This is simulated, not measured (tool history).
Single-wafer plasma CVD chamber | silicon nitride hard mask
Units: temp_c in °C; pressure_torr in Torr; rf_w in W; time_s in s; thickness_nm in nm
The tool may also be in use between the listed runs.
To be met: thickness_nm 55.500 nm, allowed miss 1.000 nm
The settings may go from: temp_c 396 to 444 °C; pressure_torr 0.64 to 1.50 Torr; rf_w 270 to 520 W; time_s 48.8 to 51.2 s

Run 1, hour 0.0: temp_c 420 °C, pressure_torr 1.07 Torr, rf_w 395 W, time_s 51.2 s. Result: thickness_nm 60.890 nm.
Run 2, hour 2.6: temp_c 413 °C, pressure_torr 1.07 Torr, rf_w 395 W, time_s 51.2 s. Result: thickness_nm 60.540 nm.
Run 3, hour 3.7: temp_c 413 °C, pressure_torr 1.00 Torr, rf_w 395 W, time_s 51.2 s. Result: thickness_nm 58.945 nm.
Run 4, hour 4.5: temp_c 413 °C, pressure_torr 1.00 Torr, rf_w 395 W, time_s 51.2 s. Result: thickness_nm 58.669 nm.
Run 5, hour 7.3: temp_c 422 °C, pressure_torr 1.00 Torr, rf_w 395 W, time_s 51.2 s. Result: thickness_nm 58.523 nm.
Run 6, hour 14.9: temp_c 429 °C, pressure_torr 1.00 Torr, rf_w 395 W, time_s 51.2 s. Result: thickness_nm 58.281 nm.
Run 7, hour 17.8: temp_c 429 °C, pressure_torr 0.98 Torr, rf_w 395 W, time_s 51.2 s. Result: thickness_nm 57.720 nm.
Run 8, hour 26.2: temp_c 429 °C, pressure_torr 0.86 Torr, rf_w 390 W, time_s 51.2 s. Result: thickness_nm 52.450 nm.
Run 9, hour 29.3: temp_c 429 °C, pressure_torr 0.87 Torr, rf_w 390 W, time_s 51.2 s. Result: thickness_nm 52.636 nm.
Run 10, hour 35.2: temp_c 429 °C, pressure_torr 0.88 Torr, rf_w 390 W, time_s 51.2 s. Result: thickness_nm 53.194 nm.
Run 11, hour 40.2: temp_c 429 °C, pressure_torr 1.01 Torr, rf_w 395 W, time_s 51.2 s. Result: thickness_nm 58.370 nm.
Run 12, hour 44.7: temp_c 429 °C, pressure_torr 1.00 Torr, rf_w 395 W, time_s 51.2 s. Result: thickness_nm 58.132 nm.
Run 13, hour 53.2: temp_c 429 °C, pressure_torr 0.99 Torr, rf_w 395 W, time_s 51.2 s. Result: thickness_nm 57.999 nm.
Run 14, hour 60.4: temp_c 429 °C, pressure_torr 0.98 Torr, rf_w 395 W, time_s 51.2 s. Result: thickness_nm 57.761 nm.
Run 15, hour 66.1: temp_c 429 °C, pressure_torr 0.97 Torr, rf_w 395 W, time_s 51.2 s. Result: thickness_nm 57.148 nm.
Run 16, hour 68.3: temp_c 429 °C, pressure_torr 0.96 Torr, rf_w 395 W, time_s 51.2 s. Result: thickness_nm 56.877 nm.
Run 17, hour 72.1: temp_c 429 °C, pressure_torr 0.95 Torr, rf_w 395 W, time_s 51.2 s. Result: thickness_nm 56.563 nm.

5 next moves are on the table. One of them brings every result within its allowed miss. Which?
Run A, hour 75.9: temp_c 435 °C, pressure_torr 0.99 Torr, rf_w 375 W, time_s 49.2 s. Result: thickness_nm ?.
Run B, hour 75.9: temp_c 431 °C, pressure_torr 0.95 Torr, rf_w 390 W, time_s 50.9 s. Result: thickness_nm ?.
Run C, hour 75.9: temp_c 436 °C, pressure_torr 0.96 Torr, rf_w 355 W, time_s 51.2 s. Result: thickness_nm ?.
Run D, hour 75.9: temp_c 425 °C, pressure_torr 0.99 Torr, rf_w 420 W, time_s 49.7 s. Result: thickness_nm ?.
Run E, hour 75.9: temp_c 442 °C, pressure_torr 0.90 Torr, rf_w 405 W, time_s 48.8 s. Result: thickness_nm ?.

move  thickness_nm
   A        53.732
   B        55.901
   C        52.790
   D        58.879
   E        52.826
A: takes the result that was furthest off past its target
B: meets every target
C: takes the result that was furthest off past its target
D: further off than the last run
E: takes the result that was furthest off past its target
Move B is the one to make.

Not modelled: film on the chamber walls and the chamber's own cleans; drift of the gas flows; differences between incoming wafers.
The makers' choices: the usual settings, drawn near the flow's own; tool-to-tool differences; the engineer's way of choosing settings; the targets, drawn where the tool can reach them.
